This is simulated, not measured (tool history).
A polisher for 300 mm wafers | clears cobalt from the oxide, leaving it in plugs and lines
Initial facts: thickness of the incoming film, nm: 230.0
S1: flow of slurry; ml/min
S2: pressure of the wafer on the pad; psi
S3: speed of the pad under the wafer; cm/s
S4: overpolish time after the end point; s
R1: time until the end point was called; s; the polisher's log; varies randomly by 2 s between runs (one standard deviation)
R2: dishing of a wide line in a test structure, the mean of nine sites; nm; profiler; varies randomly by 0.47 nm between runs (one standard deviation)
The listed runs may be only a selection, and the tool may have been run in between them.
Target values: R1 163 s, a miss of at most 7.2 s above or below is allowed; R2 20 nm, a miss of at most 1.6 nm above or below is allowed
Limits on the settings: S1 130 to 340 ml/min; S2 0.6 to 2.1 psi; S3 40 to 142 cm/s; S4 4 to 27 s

run	hour	S1	S2	S3	S4	R1	R2
1	0	220	1.3	90	14	88.604	28.755
2	6.3	220	1.1	88	15	104.04	25.233
3	12.4	220	0.9	86	16	132.87	22.799
4	20.7	220	1.2	86	16	98.688	27.718
5	23.4	220	1.2	96	16	92.44	29.122
6	29.8	220	1	94	16	114.26	25.513
7	38.6	220	0.9	94	16	122.96	24.118
8	44.7	220	0.8	94	16	139.82	21.573

Of the 4 settings listed for the next run, only one would bring every result within its allowed miss of target. Which one?
A	50.8	200	0.8	88	13	?	?
B	50.8	170	0.9	76	13	?	?
C	50.8	275	0.7	102	15	?	?
D	50.8	235	0.7	88	17	?	?

move	R1	R2
A	145.37	17.501
B	145.16	17.522
C	144.93	19.875
D	161.47	20.182
A: closes in on the targets versus the last run, not all within tolerance yet
B: closes in on the targets versus the last run, not all within tolerance yet
C: closes in on the targets versus the last run, not all within tolerance yet
D: every result within its allowed miss
The move that meets every target is D.
